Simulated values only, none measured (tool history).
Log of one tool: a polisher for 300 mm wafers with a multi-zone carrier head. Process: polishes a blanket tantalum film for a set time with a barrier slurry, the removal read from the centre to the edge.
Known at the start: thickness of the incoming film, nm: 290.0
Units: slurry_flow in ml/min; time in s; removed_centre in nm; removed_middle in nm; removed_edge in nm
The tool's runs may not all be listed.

{"run": 1, "hour": 0.0, "slurry_flow": 215, "centre_zone": 1.0, "middle_zone": 1.0, "edge_zone": 1.0, "slurry_solids": 1.0, "time": 77, "removed_centre": 109.79, "removed_middle": 111.32, "removed_edge": 119.1}
{"run": 2, "hour": 5.4, "slurry_flow": 180, "centre_zone": 1.0, "middle_zone": 1.0, "edge_zone": 1.0, "slurry_solids": 1.0, "time": 77, "removed_centre": 105.84, "removed_middle": 108.92, "removed_edge": 112.69}
{"run": 3, "hour": 14.3, "slurry_flow": 185, "centre_zone": 0.99, "middle_zone": 0.98, "edge_zone": 1.02, "slurry_solids": 1.0, "time": 77, "removed_centre": 104.16, "removed_middle": 105.09, "removed_edge": 113.85}
{"run": 4, "hour": 18.7, "slurry_flow": 190, "centre_zone": 0.98, "middle_zone": 0.97, "edge_zone": 1.04, "slurry_solids": 1.0, "time": 77, "removed_centre": 104.59, "removed_middle": 107.26, "removed_edge": 115.2}
{"run": 5, "hour": 26.1, "slurry_flow": 190, "centre_zone": 1.01, "middle_zone": 0.97, "edge_zone": 1.04, "slurry_solids": 1.0, "time": 77, "removed_centre": 108.49, "removed_middle": 106.9, "removed_edge": 115.2}
{"run": 6, "hour": 27.1, "slurry_flow": 190, "centre_zone": 1.01, "middle_zone": 0.97, "edge_zone": 1.04, "slurry_solids": 1.0, "time": 90, "removed_centre": 125.27, "removed_middle": 124.06, "removed_edge": 134.87}
{"run": 7, "hour": 31.8, "slurry_flow": 185, "centre_zone": 0.99, "middle_zone": 0.94, "edge_zone": 1.04, "slurry_solids": 1.0, "time": 90, "removed_centre": 122.26, "removed_middle": 120.54, "removed_edge": 134.29}
{"run": 8, "hour": 37.9, "slurry_flow": 180, "centre_zone": 0.97, "middle_zone": 0.92, "edge_zone": 1.04, "slurry_solids": 1.0, "time": 90, "removed_centre": 119.25, "removed_middle": 115.18, "removed_edge": 133.07}
{"run": 9, "hour": 42.3, "slurry_flow": 175, "centre_zone": 0.95, "middle_zone": 0.91, "edge_zone": 1.04, "slurry_solids": 1.0, "time": 90, "removed_centre": 116.43, "removed_middle": 115.37, "removed_edge": 136.9}
{"run": 10, "hour": 49.1, "slurry_flow": 170, "centre_zone": 0.95, "middle_zone": 0.91, "edge_zone": 1.04, "slurry_solids": 0.95, "time": 90, "removed_centre": 112.69, "removed_middle": 112.2, "removed_edge": 132.19}
{"run": 11, "hour": 54.4, "slurry_flow": 165, "centre_zone": 0.95, "middle_zone": 0.9, "edge_zone": 1.03, "slurry_solids": 0.95, "time": 90, "removed_centre": 112.65, "removed_middle": 109.96, "removed_edge": 129.26}
{"run": 12, "hour": 61.2, "slurry_flow": 160, "centre_zone": 0.94, "middle_zone": 0.89, "edge_zone": 1.03, "slurry_solids": 0.95, "time": 90, "removed_centre": 108.59, "removed_middle": 106.79, "removed_edge": 128.05}
{"run": 13, "hour": 66.2, "slurry_flow": 155, "centre_zone": 0.94, "middle_zone": 0.89, "edge_zone": 1.03, "slurry_solids": 0.95, "time": 90, "removed_centre": 108.81, "removed_middle": 106.69, "removed_edge": 127.59}
{"run": 14, "hour": 68.7, "slurry_flow": 150, "centre_zone": 0.94, "middle_zone": 0.89, "edge_zone": 1.03, "slurry_solids": 0.95, "time": 90, "removed_centre": 109.02, "removed_middle": 104.49, "removed_edge": 129.36}
{"run": 15, "hour": 75.3, "slurry_flow": 150, "centre_zone": 0.93, "middle_zone": 0.89, "edge_zone": 1.02, "slurry_solids": 0.95, "time": 90, "removed_centre": 105.72, "removed_middle": 106.55, "removed_edge": 129.08}
{"run": 16, "hour": 79.3, "slurry_flow": 150, "centre_zone": 0.93, "middle_zone": 0.89, "edge_zone": 1.01, "slurry_solids": 0.95, "time": 90, "removed_centre": 107.64, "removed_middle": 108.43, "removed_edge": 128.28}
{"hour": 87.1, "done": "slurry nozzle cleaned"}
{"run": 17, "hour": 87.1, "slurry_flow": 145, "centre_zone": 0.93, "middle_zone": 0.88, "edge_zone": 1.01, "slurry_solids": 0.95, "time": 90, "removed_centre": 112.75, "removed_middle": 111.47, "removed_edge": 127.3}
{"run": 18, "hour": 95.3, "slurry_flow": 145, "centre_zone": 0.92, "middle_zone": 0.87, "edge_zone": 1.01, "slurry_solids": 0.95, "time": 90, "removed_centre": 111.14, "removed_middle": 109.87, "removed_edge": 131.0}
{"run": 19, "hour": 96.4, "slurry_flow": 145, "centre_zone": 0.92, "middle_zone": 0.87, "edge_zone": 1.02, "slurry_solids": 0.95, "time": 90, "removed_centre": 111.8, "removed_middle": 112.27, "removed_edge": 131.27}
{"run": 20, "hour": 100.8, "slurry_flow": 145, "centre_zone": 0.92, "middle_zone": 0.88, "edge_zone": 1.03, "slurry_solids": 0.95, "time": 90, "removed_centre": 110.64, "removed_middle": 110.93, "removed_edge": 132.22}
{"run": 21, "hour": 104.0, "slurry_flow": 145, "centre_zone": 0.91, "middle_zone": 0.87, "edge_zone": 1.02, "slurry_solids": 0.95, "time": 90, "removed_centre": 111.46, "removed_middle": 112.42, "removed_edge": 128.74}
{"run": 22, "hour": 112.0, "slurry_flow": 135, "centre_zone": 0.88, "middle_zone": 0.82, "edge_zone": 1.07, "slurry_solids": 0.75, "time": 89, "removed_centre": 89.73, "removed_middle": 91.254, "removed_edge": 114.6}
{"run": 23, "hour": 117.2, "slurry_flow": 145, "centre_zone": 0.89, "middle_zone": 0.83, "edge_zone": 1.07, "slurry_solids": 0.75, "time": 89, "removed_centre": 93.083, "removed_middle": 92.5, "removed_edge": 114.95}

The next listed run, before its measurement:
{"run": 24, "hour": 124.8, "slurry_flow": 155, "centre_zone": 0.89, "middle_zone": 0.84, "edge_zone": 1.07, "slurry_solids": 0.75, "time": 89, "removed_centre": "?", "removed_middle": "?", "removed_edge": "?"}

Run 24 gave removed_centre 94.117 nm, removed_middle 92.329 nm, removed_edge 116.86 nm.
